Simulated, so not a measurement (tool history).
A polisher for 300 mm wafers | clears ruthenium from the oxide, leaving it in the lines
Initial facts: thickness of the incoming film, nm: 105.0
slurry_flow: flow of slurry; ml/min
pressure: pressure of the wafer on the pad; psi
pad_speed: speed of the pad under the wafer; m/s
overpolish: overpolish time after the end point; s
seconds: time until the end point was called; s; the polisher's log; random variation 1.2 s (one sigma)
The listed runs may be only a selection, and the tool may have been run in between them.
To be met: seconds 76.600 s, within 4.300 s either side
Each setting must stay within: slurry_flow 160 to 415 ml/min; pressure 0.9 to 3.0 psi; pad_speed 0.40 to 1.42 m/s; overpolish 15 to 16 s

run 1 hour=0.0 | slurry_flow=265 pressure=1.9 pad_speed=0.90 overpolish=15 | seconds=116.040
run 2 hour=8.6 | slurry_flow=265 pressure=1.9 pad_speed=0.90 overpolish=16 | seconds=120.890
run 3 hour=13.4 | slurry_flow=265 pressure=2.0 pad_speed=0.90 overpolish=16 | seconds=118.200
run 4 hour=16.5 | slurry_flow=265 pressure=2.0 pad_speed=1.04 overpolish=16 | seconds=103.830
run 5 hour=22.8 | slurry_flow=305 pressure=2.0 pad_speed=1.04 overpolish=16 | seconds=104.700
run 6 hour=29.0 | slurry_flow=240 pressure=2.0 pad_speed=1.04 overpolish=16 | seconds=103.130
run 7 hour=33.5 | slurry_flow=240 pressure=2.1 pad_speed=1.04 overpolish=16 | seconds=100.930
run 8 hour=36.3 | slurry_flow=240 pressure=2.2 pad_speed=1.04 overpolish=16 | seconds=96.318
run 9 hour=40.3 | slurry_flow=240 pressure=2.3 pad_speed=1.04 overpolish=16 | seconds=95.237
run 10 hour=48.0 | slurry_flow=240 pressure=2.4 pad_speed=1.04 overpolish=16 | seconds=94.112

Consider the 5 candidate settings below. Which is the only one whose results all fall within their allowed miss of target?
run A hour=55.7 | slurry_flow=390 pressure=2.5 pad_speed=0.68 overpolish=16 | seconds=?
run B hour=55.7 | slurry_flow=235 pressure=2.6 pad_speed=1.34 overpolish=15 | seconds=?
run C hour=55.7 | slurry_flow=335 pressure=3.0 pad_speed=0.76 overpolish=15 | seconds=?
run D hour=55.7 | slurry_flow=260 pressure=2.4 pad_speed=1.24 overpolish=15 | seconds=?
run E hour=55.7 | slurry_flow=285 pressure=2.2 pad_speed=1.14 overpolish=16 | seconds=?

move=A seconds=125.910
move=B seconds=67.506
move=C seconds=100.390
move=D seconds=76.275
move=E seconds=87.133
A: moves away from the targets compared with the last run
B: the result that was furthest off in the last run now lies on the other side of its target
C: moves away from the targets compared with the last run
D: each result inside its tolerance
E: gains on the last run, yet a result remains outside its allowed miss
Answer: D
